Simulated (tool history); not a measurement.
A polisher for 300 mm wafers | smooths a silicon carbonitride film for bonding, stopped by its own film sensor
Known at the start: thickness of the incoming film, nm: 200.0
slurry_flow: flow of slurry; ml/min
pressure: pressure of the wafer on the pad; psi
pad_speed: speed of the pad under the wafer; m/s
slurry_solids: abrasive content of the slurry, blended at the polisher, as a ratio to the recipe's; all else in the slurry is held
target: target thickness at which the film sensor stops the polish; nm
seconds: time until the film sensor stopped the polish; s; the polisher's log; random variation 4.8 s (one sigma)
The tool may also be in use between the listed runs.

run	day	slurry_flow	pressure	pad_speed	slurry_solids	target	seconds
1	0	315	2.4	1.06	1	150	122.12
2	0.046	315	2.4	1.06	1	147	136.33
3	0.212	315	2.1	1.06	1	147	153.54
4	0.304	315	2	1.04	1	147	164.49
5	0.55	315	2	1.04	1.2	147	145.86
6	0.6	315	1.9	1	1.2	147	156.43
7	0.788	315	1.8	0.98	1.2	147	168.66
8	1.038	315	1.7	0.96	1.2	147	191.88
9	1.125	315	1.6	0.96	1.2	147	186.36

Run 10 comes next. What will it give?
10	1.246	315	1.5	0.94	1.2	147	?

{"run 10": {"seconds": 202.72}}
